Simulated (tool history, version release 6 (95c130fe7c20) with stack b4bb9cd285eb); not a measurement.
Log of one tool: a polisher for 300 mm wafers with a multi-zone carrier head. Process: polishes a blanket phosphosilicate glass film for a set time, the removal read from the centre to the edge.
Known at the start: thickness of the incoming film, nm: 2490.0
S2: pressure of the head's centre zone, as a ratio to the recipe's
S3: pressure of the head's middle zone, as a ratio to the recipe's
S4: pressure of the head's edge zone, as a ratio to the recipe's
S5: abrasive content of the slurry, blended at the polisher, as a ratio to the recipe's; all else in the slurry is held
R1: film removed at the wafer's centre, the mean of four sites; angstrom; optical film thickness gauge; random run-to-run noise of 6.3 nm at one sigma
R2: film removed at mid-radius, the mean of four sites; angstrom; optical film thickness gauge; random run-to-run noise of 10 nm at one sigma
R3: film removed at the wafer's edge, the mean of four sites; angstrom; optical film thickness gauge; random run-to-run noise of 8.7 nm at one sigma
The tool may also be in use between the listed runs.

Run 1, hour 0.0: flow of slurry (ml/min) 180, S2 1.00, S3 1.00, S4 1.00, S5 1.00, polishing time (s) 82. Result: R1 5410.5 angstrom, R2 5480.9 angstrom, R3 5496.3 angstrom.
Run 2, hour 2.1: flow of slurry (ml/min) 185, S2 1.01, S3 1.00, S4 1.02, S5 1.05, polishing time (s) 83. Result: R1 5630.1 angstrom, R2 5543.9 angstrom, R3 5717.9 angstrom.
Run 3, hour 5.7: flow of slurry (ml/min) 170, S2 1.01, S3 1.00, S4 1.02, S5 1.05, polishing time (s) 83. Result: R1 5541.5 angstrom, R2 5603.7 angstrom, R3 5597.1 angstrom.
Run 4, hour 7.0: flow of slurry (ml/min) 180, S2 1.01, S3 1.01, S4 1.03, S5 1.10, polishing time (s) 84. Result: R1 5691.0 angstrom, R2 5735.9 angstrom, R3 5823.2 angstrom.
Run 5, hour 11.9: flow of slurry (ml/min) 215, S2 1.01, S3 1.01, S4 1.03, S5 1.10, polishing time (s) 84. Result: R1 5959.9 angstrom, R2 5840.2 angstrom, R3 6004.4 angstrom.
Run 6, hour 20.9: flow of slurry (ml/min) 215, S2 1.01, S3 0.93, S4 1.03, S5 1.10, polishing time (s) 84. Result: R1 5920.0 angstrom, R2 5551.7 angstrom, R3 5957.5 angstrom.
Run 7, hour 21.9: flow of slurry (ml/min) 215, S2 1.01, S3 0.94, S4 1.04, S5 1.15, polishing time (s) 85. Result: R1 6001.3 angstrom, R2 5679.4 angstrom, R3 6190.9 angstrom.
Run 8, hour 29.4: flow of slurry (ml/min) 215, S2 1.02, S3 0.95, S4 1.05, S5 1.20, polishing time (s) 86. Result: R1 6288.9 angstrom, R2 5681.3 angstrom, R3 6275.2 angstrom.
Run 9, hour 38.2: flow of slurry (ml/min) 220, S2 1.01, S3 0.97, S4 1.05, S5 1.25, polishing time (s) 88. Result: R1 6521.9 angstrom, R2 6266.1 angstrom, R3 6501.8 angstrom.
Run 10, hour 40.7: flow of slurry (ml/min) 225, S2 1.01, S3 0.97, S4 1.07, S5 1.30, polishing time (s) 89. Result: R1 6646.1 angstrom, R2 6441.2 angstrom, R3 6751.5 angstrom.

Run 11 is up next; what results do you expect?
Run 11, hour 44.2: flow of slurry (ml/min) 230, S2 1.01, S3 0.97, S4 1.08, S5 1.35, polishing time (s) 90. Result: R1 ?, R2 ?, R3 ?.

R1: 6709.7 angstrom
R2: 6417.6 angstrom
R3: 6953.0 angstrom
